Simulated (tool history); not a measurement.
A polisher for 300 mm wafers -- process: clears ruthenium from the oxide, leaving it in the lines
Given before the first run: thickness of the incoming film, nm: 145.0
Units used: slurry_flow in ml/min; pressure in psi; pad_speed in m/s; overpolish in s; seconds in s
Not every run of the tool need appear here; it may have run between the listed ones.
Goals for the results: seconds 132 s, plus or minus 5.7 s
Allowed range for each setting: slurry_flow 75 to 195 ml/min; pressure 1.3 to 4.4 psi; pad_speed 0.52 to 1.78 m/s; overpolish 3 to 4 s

{"run": 1, "hour": 0.0, "slurry_flow": 125, "pressure": 2.8, "pad_speed": 1.14, "overpolish": 4, "seconds": 77.447}
{"run": 2, "hour": 5.6, "slurry_flow": 120, "pressure": 2.5, "pad_speed": 1.14, "overpolish": 4, "seconds": 85.062}
{"run": 3, "hour": 11.4, "slurry_flow": 120, "pressure": 2.2, "pad_speed": 1.12, "overpolish": 4, "seconds": 100.66}
{"run": 4, "hour": 17.4, "slurry_flow": 120, "pressure": 2.2, "pad_speed": 1.12, "overpolish": 3, "seconds": 99.972}
{"run": 5, "hour": 19.6, "slurry_flow": 120, "pressure": 2.1, "pad_speed": 1.12, "overpolish": 3, "seconds": 103.28}
{"run": 6, "hour": 28.0, "slurry_flow": 120, "pressure": 2, "pad_speed": 1.12, "overpolish": 3, "seconds": 108.57}
{"run": 7, "hour": 36.9, "slurry_flow": 105, "pressure": 1.5, "pad_speed": 1.1, "overpolish": 3, "seconds": 152.42}
{"run": 8, "hour": 41.3, "slurry_flow": 110, "pressure": 1.5, "pad_speed": 1.1, "overpolish": 3, "seconds": 150.17}
{"run": 9, "hour": 44.0, "slurry_flow": 135, "pressure": 1.8, "pad_speed": 1.1, "overpolish": 3, "seconds": 117.27}

4 candidate next runs follow, results not yet known. Just one meets every target within its allowed miss. Identify it.
{"run": "A", "hour": 46.7, "slurry_flow": 145, "pressure": 1.3, "pad_speed": 1.2, "overpolish": 3, "seconds": "?"}
{"run": "B", "hour": 46.7, "slurry_flow": 125, "pressure": 2.3, "pad_speed": 0.8, "overpolish": 3, "seconds": "?"}
{"run": "C", "hour": 46.7, "slurry_flow": 135, "pressure": 1.6, "pad_speed": 1, "overpolish": 4, "seconds": "?"}
{"run": "D", "hour": 46.7, "slurry_flow": 140, "pressure": 1.7, "pad_speed": 0.92, "overpolish": 3, "seconds": "?"}

move=A seconds=146.7
move=B seconds=130.03
move=C seconds=145.99
move=D seconds=148.25
A: takes the result that was furthest off past its target
B: each result inside its tolerance
C: takes the result that was furthest off past its target
D: takes the result that was furthest off past its target
The move that meets every target is B.
